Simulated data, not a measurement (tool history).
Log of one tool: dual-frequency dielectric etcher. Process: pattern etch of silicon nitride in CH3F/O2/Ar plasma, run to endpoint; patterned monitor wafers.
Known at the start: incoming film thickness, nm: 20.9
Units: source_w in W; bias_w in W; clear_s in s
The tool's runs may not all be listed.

run 1 day=0 | source_w=390 bias_w=52 | clear_s=34.072
run 2 day=0.35 | source_w=460 bias_w=52 | clear_s=30.81
run 3 day=0.654 | source_w=460 bias_w=56 | clear_s=29.255
run 4 day=0.9 | source_w=390 bias_w=56 | clear_s=32.708
run 5 day=1.271 | source_w=330 bias_w=56 | clear_s=34.97
run 6 day=1.433 | source_w=330 bias_w=60 | clear_s=34.146
run 7 day=1.638 | source_w=300 bias_w=52 | clear_s=38.31
run 8 day=1.658 | source_w=280 bias_w=48 | clear_s=41.581

Forecast run 9:
run 9 day=1.708 | source_w=230 bias_w=42 | clear_s=?

{"run 9": {"clear_s": 49.65}}
